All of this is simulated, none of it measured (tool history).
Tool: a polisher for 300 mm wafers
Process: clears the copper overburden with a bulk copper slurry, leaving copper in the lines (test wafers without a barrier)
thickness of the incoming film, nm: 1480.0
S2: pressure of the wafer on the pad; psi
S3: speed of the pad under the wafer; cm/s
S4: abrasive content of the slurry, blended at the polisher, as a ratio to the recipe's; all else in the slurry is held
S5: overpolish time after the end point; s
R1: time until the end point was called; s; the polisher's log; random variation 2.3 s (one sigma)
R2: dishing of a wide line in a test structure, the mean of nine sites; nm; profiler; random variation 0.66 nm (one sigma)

{"run": 1, "hour": 0.0, "flow of slurry (ml/min)": 190, "S2": 2.5, "S3": 138, "S4": 1, "S5": 16, "R1": 157.93, "R2": 53.893}
{"run": 2, "hour": 3.0, "flow of slurry (ml/min)": 190, "S2": 2.5, "S3": 138, "S4": 1.1, "S5": 16, "R1": 155.38, "R2": 56.238}
{"run": 3, "hour": 11.7, "flow of slurry (ml/min)": 190, "S2": 2.5, "S3": 138, "S4": 0.95, "S5": 16, "R1": 156.6, "R2": 54.196}
{"run": 4, "hour": 14.4, "flow of slurry (ml/min)": 190, "S2": 2.5, "S3": 138, "S4": 0.95, "S5": 19, "R1": 151.99, "R2": 56.592}
{"run": 5, "hour": 18.8, "flow of slurry (ml/min)": 190, "S2": 2.5, "S3": 138, "S4": 0.8, "S5": 19, "R1": 160.97, "R2": 56.14}
{"run": 6, "hour": 22.1, "flow of slurry (ml/min)": 205, "S2": 2.3, "S3": 148, "S4": 0.75, "S5": 17, "R1": 156.76, "R2": 55.526}
{"run": 7, "hour": 23.3, "flow of slurry (ml/min)": 190, "S2": 2.4, "S3": 146, "S4": 0.75, "S5": 15, "R1": 159.61, "R2": 52.215}
{"run": 8, "hour": 27.8, "flow of slurry (ml/min)": 180, "S2": 2.4, "S3": 148, "S4": 0.7, "S5": 14, "R1": 159.41, "R2": 52.012}
{"run": 9, "hour": 29.2, "flow of slurry (ml/min)": 170, "S2": 2.4, "S3": 150, "S4": 0.65, "S5": 13, "R1": 158, "R2": 49.607}

The next listed run, before its measurement:
{"run": 10, "hour": 31.1, "flow of slurry (ml/min)": 120, "S2": 1.7, "S3": 188, "S4": 0.5, "S5": 5, "R1": "?", "R2": "?"}

Run 10 gave R1 187.39 s, R2 26.204 nm.
